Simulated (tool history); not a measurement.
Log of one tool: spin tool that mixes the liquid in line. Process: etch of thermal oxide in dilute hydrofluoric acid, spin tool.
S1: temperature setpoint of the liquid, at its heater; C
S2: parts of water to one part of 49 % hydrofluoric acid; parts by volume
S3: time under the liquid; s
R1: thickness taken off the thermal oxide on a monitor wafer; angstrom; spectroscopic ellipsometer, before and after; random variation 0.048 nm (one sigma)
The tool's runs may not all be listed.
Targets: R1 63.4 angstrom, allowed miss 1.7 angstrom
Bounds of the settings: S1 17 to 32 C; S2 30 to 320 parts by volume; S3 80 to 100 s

run 1 hour=0 | S1=24 S2=175 S3=100 | R1=24.913
run 2 hour=2.7 | S1=25.5 S2=155 S3=100 | R1=30.792
run 3 hour=4.5 | S1=25.5 S2=210 S3=100 | R1=21.721
run 4 hour=12.9 | S1=27 S2=185 S3=100 | R1=26.565
run 5 hour=14.1 | S1=28 S2=160 S3=100 | R1=32.945
run 6 hour=16 | S1=29 S2=145 S3=100 | R1=37.901
run 7 hour=23.1 | S1=29.5 S2=130 S3=100 | R1=44.085
run 8 hour=30.8 | S1=30 S2=120 S3=100 | R1=49.323
run 9 hour=34.7 | S1=30.5 S2=115 S3=100 | R1=53.396
run 10 hour=35.5 | S1=31 S2=110 S3=100 | R1=56.197
run 11 hour=44.3 | S1=31 S2=110 S3=100 | R1=56.677
run 12 hour=51.3 | S1=31.5 S2=105 S3=100 | R1=60.843

Which of these 5 next moves meets every target?
run A hour=58.3 | S1=26.5 S2=90 S3=100 | R1=?
run B hour=58.3 | S1=28.5 S2=80 S3=80 | R1=?
run C hour=58.3 | S1=32 S2=110 S3=100 | R1=?
run D hour=58.3 | S1=32 S2=85 S3=80 | R1=?
run E hour=58.3 | S1=32 S2=90 S3=80 | R1=?

move=A R1=60.091
move=B R1=59.255
move=C R1=58.853
move=D R1=63.237
move=E R1=59.274
A: further off than the last run
B: further off than the last run
C: further off than the last run
D: meets every target
E: further off than the last run
Answer: D
